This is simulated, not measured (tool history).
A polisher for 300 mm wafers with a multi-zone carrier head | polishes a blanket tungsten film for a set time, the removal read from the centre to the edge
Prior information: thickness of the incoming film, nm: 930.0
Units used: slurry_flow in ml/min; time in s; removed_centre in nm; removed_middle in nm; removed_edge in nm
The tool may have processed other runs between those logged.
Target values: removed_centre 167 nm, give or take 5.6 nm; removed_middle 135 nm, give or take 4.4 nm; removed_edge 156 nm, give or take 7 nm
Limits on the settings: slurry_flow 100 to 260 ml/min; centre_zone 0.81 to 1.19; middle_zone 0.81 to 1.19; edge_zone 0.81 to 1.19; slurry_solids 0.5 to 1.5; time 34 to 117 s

run,hour,slurry_flow,centre_zone,middle_zone,edge_zone,slurry_solids,time,removed_centre,removed_middle,removed_edge
1,0,165,1,1,1,1,75,247.99,258.26,250.11
2,4.1,185,1,1,1,1,75,248.58,263.96,256.91
3,6.7,185,1,1.05,1,1,75,245.98,270.83,257.26
4,11.2,185,1,1.05,1,0.9,75,244.53,270.66,247.35
5,13.2,170,1.02,0.98,1.03,0.9,66,211.81,219.18,221.59
6,20.3,170,1.02,0.92,1.03,0.9,66,213.85,208.98,219.37
7,26.6,155,1.05,0.89,1.04,0.8,62,194.22,182.99,198.08
8,32.3,155,1.05,0.89,1.04,0.8,62,194.19,181.07,196.6
9,39.9,145,1.07,0.87,1.04,0.7,61,184.07,164.67,185.1
10,48.4,135,1.08,0.86,1.01,0.65,61,180.03,160.31,177.28
11,50,130,1.1,0.85,1.01,0.6,60,175.54,148.76,167.92
12,52.4,125,1.1,0.84,1,0.6,60,173.56,149.12,168.93
13,61,120,1.11,0.83,0.99,0.55,60,169.31,141.51,160.54

Which single option among these 4 for the next run brings every result within its allowed miss of target? Just one does.
A,69.6,110,1.19,0.81,0.96,0.5,61,?,?,?
B,69.6,130,1.19,0.94,0.87,0.7,51,?,?,?
C,69.6,100,1.12,0.81,0.91,0.7,57,?,?,?
D,69.6,110,1.19,0.81,0.95,0.55,60,?,?,?

move,removed_centre,removed_middle,removed_edge
A,174.97,133.74,156.99
B,168.57,144.8,141.79
C,165.42,134.82,155.43
D,177.1,135.37,158.12
A: meets the target for the result that was furthest off, but another lies outside its allowed miss
B: its largest miss is bigger than the last run's
C: each result inside its tolerance
D: meets the target for the result that was furthest off, but another lies outside its allowed miss
Correct choice: C, which meets every target
